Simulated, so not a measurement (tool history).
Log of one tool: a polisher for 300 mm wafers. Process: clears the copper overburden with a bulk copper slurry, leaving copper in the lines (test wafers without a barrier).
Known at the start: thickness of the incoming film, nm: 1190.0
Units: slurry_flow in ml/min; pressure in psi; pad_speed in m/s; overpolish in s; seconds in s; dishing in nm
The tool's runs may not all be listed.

Run 1, day 0: slurry_flow 250 ml/min, pressure 2.5 psi, pad_speed 1.34 m/s, slurry_solids 1, overpolish 10 s. Result: seconds 123.3 s, dishing 48.103 nm.
Run 2, day 0.325: slurry_flow 250 ml/min, pressure 2.8 psi, pad_speed 1.36 m/s, slurry_solids 1, overpolish 9 s. Result: seconds 108.45 s, dishing 48.309 nm.
Run 3, day 0.65: slurry_flow 250 ml/min, pressure 2.8 psi, pad_speed 1.36 m/s, slurry_solids 0.85, overpolish 9 s. Result: seconds 112.9 s, dishing 48.042 nm.
Run 4, day 0.925: slurry_flow 250 ml/min, pressure 3 psi, pad_speed 1.36 m/s, slurry_solids 0.85, overpolish 8 s. Result: seconds 103.96 s, dishing 46.255 nm.
Run 5, day 1.117: slurry_flow 250 ml/min, pressure 3.2 psi, pad_speed 1.36 m/s, slurry_solids 0.85, overpolish 8 s. Result: seconds 99.043 s, dishing 48.44 nm.
Run 6, day 1.146: slurry_flow 250 ml/min, pressure 3.2 psi, pad_speed 1.36 m/s, slurry_solids 0.85, overpolish 12 s. Result: seconds 96.112 s, dishing 64.471 nm.
Run 7, day 1.2: slurry_flow 250 ml/min, pressure 3.3 psi, pad_speed 1.36 m/s, slurry_solids 0.85, overpolish 10 s. Result: seconds 96.609 s, dishing 57.77 nm.

Forecast run 8:
Run 8, day 1.242: slurry_flow 250 ml/min, pressure 3.5 psi, pad_speed 1.38 m/s, slurry_solids 0.85, overpolish 9 s. Result: seconds ?, dishing ?.

Run 8 gave seconds 89.456 s, dishing 57.08 nm.
